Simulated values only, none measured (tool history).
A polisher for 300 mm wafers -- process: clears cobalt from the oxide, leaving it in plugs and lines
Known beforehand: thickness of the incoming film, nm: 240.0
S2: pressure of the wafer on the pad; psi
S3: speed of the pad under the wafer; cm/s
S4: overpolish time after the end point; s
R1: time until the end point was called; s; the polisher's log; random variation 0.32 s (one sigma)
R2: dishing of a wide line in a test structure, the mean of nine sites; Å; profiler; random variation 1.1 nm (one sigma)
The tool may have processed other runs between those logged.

run 1 hour=0.0 | flow_of_slurry_(ml/min)=125 S2=1.6 S3=114 S4=20 | R1=43.329 R2=566.35
run 2 hour=2.8 | flow_of_slurry_(ml/min)=125 S2=1.6 S3=114 S4=26 | R1=43.651 R2=640.59
run 3 hour=3.5 | flow_of_slurry_(ml/min)=105 S2=1.6 S3=114 S4=26 | R1=44.170 R2=625.55
run 4 hour=8.1 | flow_of_slurry_(ml/min)=105 S2=1.6 S3=114 S4=29 | R1=44.983 R2=644.22
run 5 hour=9.4 | flow_of_slurry_(ml/min)=110 S2=1.7 S3=114 S4=28 | R1=41.865 R2=647.34
run 6 hour=17.6 | flow_of_slurry_(ml/min)=115 S2=1.7 S3=114 S4=28 | R1=41.589 R2=659.26
run 7 hour=22.5 | flow_of_slurry_(ml/min)=120 S2=1.7 S3=114 S4=28 | R1=40.497 R2=665.23
run 8 hour=25.5 | flow_of_slurry_(ml/min)=130 S2=1.7 S3=114 S4=27 | R1=40.371 R2=664.49
run 9 hour=27.1 | flow_of_slurry_(ml/min)=135 S2=1.7 S3=114 S4=26 | R1=40.846 R2=657.15

Run 10 is up next; what results do you expect?
run 10 hour=27.9 | flow_of_slurry_(ml/min)=140 S2=1.8 S3=114 S4=25 | R1=? R2=?

R1: 37.773 s
R2: 654.26 Å
